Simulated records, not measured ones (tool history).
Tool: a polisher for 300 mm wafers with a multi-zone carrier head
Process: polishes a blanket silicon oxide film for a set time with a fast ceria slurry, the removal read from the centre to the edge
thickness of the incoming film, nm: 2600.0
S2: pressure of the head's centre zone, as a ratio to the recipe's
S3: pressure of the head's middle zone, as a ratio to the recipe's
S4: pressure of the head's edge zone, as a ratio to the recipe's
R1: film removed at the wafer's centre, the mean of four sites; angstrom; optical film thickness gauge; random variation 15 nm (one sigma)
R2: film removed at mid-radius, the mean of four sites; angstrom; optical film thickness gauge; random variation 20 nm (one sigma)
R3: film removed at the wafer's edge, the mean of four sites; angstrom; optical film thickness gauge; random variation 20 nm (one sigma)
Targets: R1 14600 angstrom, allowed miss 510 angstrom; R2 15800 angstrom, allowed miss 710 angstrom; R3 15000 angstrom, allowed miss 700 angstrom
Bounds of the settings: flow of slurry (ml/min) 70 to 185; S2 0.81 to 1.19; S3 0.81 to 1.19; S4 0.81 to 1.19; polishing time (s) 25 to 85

run 1 day=0 | flow_of_slurry_(ml/min)=120 S2=1 S3=1 S4=1 polishing_time_(s)=55 | R1=10292 R2=10558 R3=10327
run 2 day=0.075 | flow_of_slurry_(ml/min)=120 S2=1 S3=1 S4=0.97 polishing_time_(s)=55 | R1=10748 R2=10800 R3=10224
run 3 day=0.2 | flow_of_slurry_(ml/min)=130 S2=1.01 S3=1.02 S4=1 polishing_time_(s)=60 | R1=11897 R2=11867 R3=11707
run 4 day=0.508 | flow_of_slurry_(ml/min)=110 S2=1.01 S3=1.02 S4=1 polishing_time_(s)=60 | R1=11495 R2=11435 R3=11312
run 5 day=0.862 | flow_of_slurry_(ml/min)=125 S2=1.01 S3=1.07 S4=1.02 polishing_time_(s)=62 | R1=12119 R2=12899 R3=11997
run 6 day=1.029 | flow_of_slurry_(ml/min)=125 S2=0.95 S3=1.07 S4=1.02 polishing_time_(s)=62 | R1=11436 R2=13008 R3=11559
run 7 day=1.371 | flow_of_slurry_(ml/min)=135 S2=0.98 S3=1.09 S4=1.05 polishing_time_(s)=64 | R1=12313 R2=13869 R3=12787
run 8 day=1.521 | flow_of_slurry_(ml/min)=145 S2=1 S3=1.1 S4=1.06 polishing_time_(s)=65 | R1=12824 R2=14225 R3=13110
run 9 day=1.729 | flow_of_slurry_(ml/min)=150 S2=1.02 S3=1.11 S4=1.08 polishing_time_(s)=66 | R1=13618 R2=14704 R3=13443
run 10 day=1.771 | flow_of_slurry_(ml/min)=155 S2=1.02 S3=1.11 S4=1.1 polishing_time_(s)=67 | R1=13757 R2=15023 R3=13973
run 11 day=2.133 | flow_of_slurry_(ml/min)=160 S2=1.02 S3=1.11 S4=1.11 polishing_time_(s)=68 | R1=14490 R2=15072 R3=14208

Which of these 5 next moves meets every target?
run A day=2.496 | flow_of_slurry_(ml/min)=120 S2=1.02 S3=1.1 S4=1.12 polishing_time_(s)=74 | R1=? R2=? R3=?
run B day=2.496 | flow_of_slurry_(ml/min)=130 S2=0.94 S3=1.19 S4=1.12 polishing_time_(s)=74 | R1=? R2=? R3=?
run C day=2.496 | flow_of_slurry_(ml/min)=165 S2=1.08 S3=1.16 S4=1.06 polishing_time_(s)=66 | R1=? R2=? R3=?
run D day=2.496 | flow_of_slurry_(ml/min)=150 S2=0.93 S3=1.11 S4=1.18 polishing_time_(s)=72 | R1=? R2=? R3=?
run E day=2.496 | flow_of_slurry_(ml/min)=160 S2=0.87 S3=1.13 S4=1.19 polishing_time_(s)=76 | R1=? R2=? R3=?

move=A R1=14544 R2=15550 R3=14572
move=B R1=13678 R2=16945 R3=14737
move=C R1=14775 R2=15464 R3=13213
move=D R1=13594 R2=15978 R3=15049
move=E R1=13597 R2=17333 R3=16086
A: meets every target
B: brings the result that was furthest off to its target, and leaves another outside
C: further off than the last run
D: brings the result that was furthest off to its target, and leaves another outside
E: takes the result that was furthest off past its target
The right move is A.

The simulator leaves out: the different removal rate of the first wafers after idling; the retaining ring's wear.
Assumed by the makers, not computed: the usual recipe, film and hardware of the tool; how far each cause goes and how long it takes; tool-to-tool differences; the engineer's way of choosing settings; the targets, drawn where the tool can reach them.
